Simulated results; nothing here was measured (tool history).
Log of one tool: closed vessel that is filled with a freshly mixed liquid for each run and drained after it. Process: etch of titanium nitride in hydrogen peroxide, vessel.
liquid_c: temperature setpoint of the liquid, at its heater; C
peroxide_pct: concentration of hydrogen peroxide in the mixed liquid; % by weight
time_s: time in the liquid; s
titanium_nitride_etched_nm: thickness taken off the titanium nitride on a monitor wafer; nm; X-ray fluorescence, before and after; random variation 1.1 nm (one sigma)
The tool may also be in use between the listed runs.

{"run": 1, "hour": 0.0, "liquid_c": 57, "peroxide_pct": 17, "time_s": 1315, "titanium_nitride_etched_nm": 80.868}
{"run": 2, "hour": 9.3, "liquid_c": 57, "peroxide_pct": 17, "time_s": 1400, "titanium_nitride_etched_nm": 85.94}
{"run": 3, "hour": 15.7, "liquid_c": 58, "peroxide_pct": 17, "time_s": 1400, "titanium_nitride_etched_nm": 92.259}
{"run": 4, "hour": 21.4, "liquid_c": 58, "peroxide_pct": 19.5, "time_s": 1400, "titanium_nitride_etched_nm": 94.144}
{"run": 5, "hour": 29.3, "liquid_c": 58, "peroxide_pct": 16.5, "time_s": 1400, "titanium_nitride_etched_nm": 92.28}
{"run": 6, "hour": 33.1, "liquid_c": 58.5, "peroxide_pct": 16.5, "time_s": 1400, "titanium_nitride_etched_nm": 95.167}
{"run": 7, "hour": 42.0, "liquid_c": 59, "peroxide_pct": 16.5, "time_s": 1400, "titanium_nitride_etched_nm": 97.892}
{"run": 8, "hour": 49.6, "liquid_c": 59.5, "peroxide_pct": 16.5, "time_s": 1400, "titanium_nitride_etched_nm": 102.38}
{"run": 9, "hour": 56.7, "liquid_c": 60, "peroxide_pct": 16.5, "time_s": 1400, "titanium_nitride_etched_nm": 104.25}
{"run": 10, "hour": 64.8, "liquid_c": 60.5, "peroxide_pct": 16.5, "time_s": 1400, "titanium_nitride_etched_nm": 109.1}

Run 11 comes next. What will it give?
{"run": 11, "hour": 67.0, "liquid_c": 61, "peroxide_pct": 16.5, "time_s": 1400, "titanium_nitride_etched_nm": "?"}

{"run 11": {"titanium_nitride_etched_nm": 111.74}}

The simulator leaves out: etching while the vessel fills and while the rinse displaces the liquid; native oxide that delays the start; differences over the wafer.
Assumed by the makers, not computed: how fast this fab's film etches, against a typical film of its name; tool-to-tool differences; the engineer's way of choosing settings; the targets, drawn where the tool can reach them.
